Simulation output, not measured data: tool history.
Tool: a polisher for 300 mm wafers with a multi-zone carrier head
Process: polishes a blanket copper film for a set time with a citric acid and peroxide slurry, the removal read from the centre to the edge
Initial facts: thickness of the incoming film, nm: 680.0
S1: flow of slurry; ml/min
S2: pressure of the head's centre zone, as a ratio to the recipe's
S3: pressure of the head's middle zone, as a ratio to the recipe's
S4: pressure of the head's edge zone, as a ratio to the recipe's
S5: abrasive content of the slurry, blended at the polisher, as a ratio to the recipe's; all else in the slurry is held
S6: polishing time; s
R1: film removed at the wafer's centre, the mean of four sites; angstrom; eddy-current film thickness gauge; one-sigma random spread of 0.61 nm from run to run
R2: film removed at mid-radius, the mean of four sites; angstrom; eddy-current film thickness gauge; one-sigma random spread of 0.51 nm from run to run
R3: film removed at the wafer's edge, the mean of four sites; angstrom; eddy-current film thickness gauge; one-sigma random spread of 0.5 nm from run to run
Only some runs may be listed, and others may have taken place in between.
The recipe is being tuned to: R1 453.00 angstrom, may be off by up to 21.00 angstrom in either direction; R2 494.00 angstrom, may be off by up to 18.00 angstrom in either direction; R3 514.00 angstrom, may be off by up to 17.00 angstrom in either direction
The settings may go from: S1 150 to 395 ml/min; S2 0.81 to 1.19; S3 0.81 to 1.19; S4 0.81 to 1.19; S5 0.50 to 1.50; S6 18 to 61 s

run,hour,S1,S2,S3,S4,S5,S6,R1,R2,R3
1,0.0,250,1.00,1.00,1.00,1.00,39,651.83,656.84,667.46
2,6.3,245,0.97,0.98,0.98,0.90,38,599.58,628.10,624.04
3,8.8,240,0.95,0.95,0.98,0.85,37,575.86,588.52,601.10
4,16.9,240,0.95,0.95,0.98,0.85,47,714.00,747.74,768.74
5,17.8,240,0.89,0.95,0.98,0.85,47,684.84,760.60,762.41
6,19.3,240,0.81,0.95,0.98,0.85,47,619.81,746.69,779.09
7,21.1,235,0.81,0.93,0.96,0.80,45,582.67,696.00,727.35
8,30.0,230,0.82,0.92,0.94,0.75,43,557.48,653.49,673.09
9,33.6,225,0.82,0.90,0.93,0.70,42,536.45,606.34,644.57
10,38.2,220,0.82,0.90,0.91,0.65,41,519.08,594.94,609.64
11,41.4,215,0.82,0.89,0.90,0.60,40,494.52,565.04,591.32
12,45.9,220,0.87,0.88,0.83,0.50,35,433.49,473.17,483.39
13,46.7,225,0.87,0.88,0.84,0.50,35,438.35,472.91,487.63
14,51.8,225,0.87,0.88,0.85,0.50,35,437.75,480.66,489.89
15,58.0,225,0.87,0.88,0.86,0.50,35,434.41,470.72,488.08
16,61.6,225,0.87,0.88,0.87,0.50,35,448.45,466.69,498.75

5 next moves are on the table. One of them brings every result within its allowed miss. Which?
A,65.2,250,0.90,0.81,0.97,0.55,34,?,?,?
B,65.2,185,0.81,0.82,1.00,0.50,35,?,?,?
C,65.2,195,0.88,0.81,0.94,0.55,35,?,?,?
D,65.2,265,0.85,0.87,0.88,0.50,36,?,?,?
E,65.2,215,0.89,1.07,0.81,0.65,34,?,?,?

move,R1,R2,R3
A,447.45,443.58,510.42
B,390.79,435.74,507.72
C,436.11,443.71,508.45
D,442.07,483.37,514.86
E,449.46,532.52,488.74
A: moves away from the targets compared with the last run
B: moves away from the targets compared with the last run
C: moves away from the targets compared with the last run
D: all results land within tolerance of their targets
E: takes the biggest miss from the last run beyond its target
D meets every target.

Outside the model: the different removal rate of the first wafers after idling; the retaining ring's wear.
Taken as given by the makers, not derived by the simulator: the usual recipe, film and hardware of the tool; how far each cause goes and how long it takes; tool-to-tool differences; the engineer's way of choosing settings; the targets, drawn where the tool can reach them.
